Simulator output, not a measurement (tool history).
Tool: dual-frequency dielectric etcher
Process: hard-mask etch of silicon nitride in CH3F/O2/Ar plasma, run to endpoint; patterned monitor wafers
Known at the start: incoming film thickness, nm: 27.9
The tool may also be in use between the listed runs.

{"run": 1, "hour": 0.0, "source power (W)": 400, "bias power (W)": 62, "endpoint time (s)": 42.049}
{"run": 2, "hour": 3.0, "source power (W)": 400, "bias power (W)": 67, "endpoint time (s)": 41.482}
{"run": 3, "hour": 9.9, "source power (W)": 430, "bias power (W)": 67, "endpoint time (s)": 40.483}
{"run": 4, "hour": 14.0, "source power (W)": 410, "bias power (W)": 65, "endpoint time (s)": 41.059}
{"run": 5, "hour": 22.4, "source power (W)": 390, "bias power (W)": 63, "endpoint time (s)": 42.068}
{"run": 6, "hour": 29.1, "source power (W)": 430, "bias power (W)": 63, "endpoint time (s)": 40.681}
{"run": 7, "hour": 32.7, "source power (W)": 410, "bias power (W)": 62, "endpoint time (s)": 41.836}
{"run": 8, "hour": 41.6, "source power (W)": 390, "bias power (W)": 61, "endpoint time (s)": 42.851}
{"run": 9, "hour": 47.3, "source power (W)": 380, "bias power (W)": 60, "endpoint time (s)": 43.08}
{"run": 10, "hour": 53.5, "source power (W)": 360, "bias power (W)": 59, "endpoint time (s)": 44.364}

Run 11 comes next. What will it give?
{"run": 11, "hour": 60.2, "source power (W)": 350, "bias power (W)": 58, "endpoint time (s)": "?"}

{"run 11": {"endpoint time (s)": 45.117}}
